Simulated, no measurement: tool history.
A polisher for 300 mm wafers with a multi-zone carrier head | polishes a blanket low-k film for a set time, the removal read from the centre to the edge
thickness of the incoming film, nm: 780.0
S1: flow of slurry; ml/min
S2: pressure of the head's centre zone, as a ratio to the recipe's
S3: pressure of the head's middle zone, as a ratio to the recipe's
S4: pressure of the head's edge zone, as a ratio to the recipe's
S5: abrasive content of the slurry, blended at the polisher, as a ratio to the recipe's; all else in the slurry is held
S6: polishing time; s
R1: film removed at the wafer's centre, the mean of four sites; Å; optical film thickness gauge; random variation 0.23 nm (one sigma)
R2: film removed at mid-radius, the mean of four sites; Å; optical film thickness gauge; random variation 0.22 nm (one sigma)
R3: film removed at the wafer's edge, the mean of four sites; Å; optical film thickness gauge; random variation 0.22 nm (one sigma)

run,day,S1,S2,S3,S4,S5,S6,R1,R2,R3
1,0,185,1,1,1,1,74,254.69,253.45,247.89
2,0.229,185,1,1,1,1,65,222.37,218.84,220.87
3,0.45,185,1.07,1,1,1,65,237.17,222.37,219.88
4,0.783,185,1.07,1.05,1,1,65,235.86,234.6,216.57
5,0.9,185,1.01,1.05,1,1,65,220.47,231.52,226.6
6,1.2,210,1.01,1.05,1,1,65,229.49,235.2,225.49
7,1.5,200,1,1.03,0.97,0.9,65,213.28,217.16,213.18

Run 8 comes next. What will it give?
8,1.662,195,1.01,1.03,0.94,0.85,65,?,?,?

{"run 8": {"R1": 209.21, "R2": 208.64, "R3": 202.38}}
